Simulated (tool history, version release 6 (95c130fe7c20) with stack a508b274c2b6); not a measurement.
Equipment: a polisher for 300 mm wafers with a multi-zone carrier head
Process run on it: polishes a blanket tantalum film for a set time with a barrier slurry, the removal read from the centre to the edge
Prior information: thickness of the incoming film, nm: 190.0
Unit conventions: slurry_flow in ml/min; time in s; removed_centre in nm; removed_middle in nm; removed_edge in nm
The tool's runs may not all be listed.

run    day  slurry_flow  centre_zone  middle_zone  edge_zone  slurry_solids  time  removed_centre  removed_middle  removed_edge
  1      0          295            1            1          1              1    36           71.82          69.218        68.029
  2  0.104          295            1         1.06          1              1    36          72.722          73.388         68.63
  3  0.379          285         0.97         1.02       0.99              1    36          69.484          70.991        67.968
  4  0.662          285         0.97         1.02       0.99              1    28          53.923          53.281        52.875
  5  0.975          295         0.97         1.04       1.04           1.05    28          55.384           56.36         54.88
  6  1.158          300         0.96         1.03       1.07            1.1    28          55.857          56.115        56.678
  7  1.317          310         0.95         1.04        1.1           1.15    28          56.242          57.704        58.044
  8  1.554          320         0.95         1.04       1.12            1.2    28          56.178          59.207        59.451
  9  1.612          325         0.95         1.04       1.14            1.2    28          55.759          59.259        60.231
 10  1.683          335         0.96         1.04       1.15            1.2    28          56.594          59.247        60.527
 11  1.758          340         0.96         1.04       1.16            1.2    28          57.432          58.752        61.369
 12  1.812          345         0.96         1.05       1.17            1.2    28          57.655          59.419        61.126

Estimate the outcome of run 13 from the log above:
 13  2.158          345         0.96         1.05       1.17            1.2    28               ?               ?             ?

removed_centre: 58.206 nm
removed_middle: 59.624 nm
removed_edge: 61.258 nm
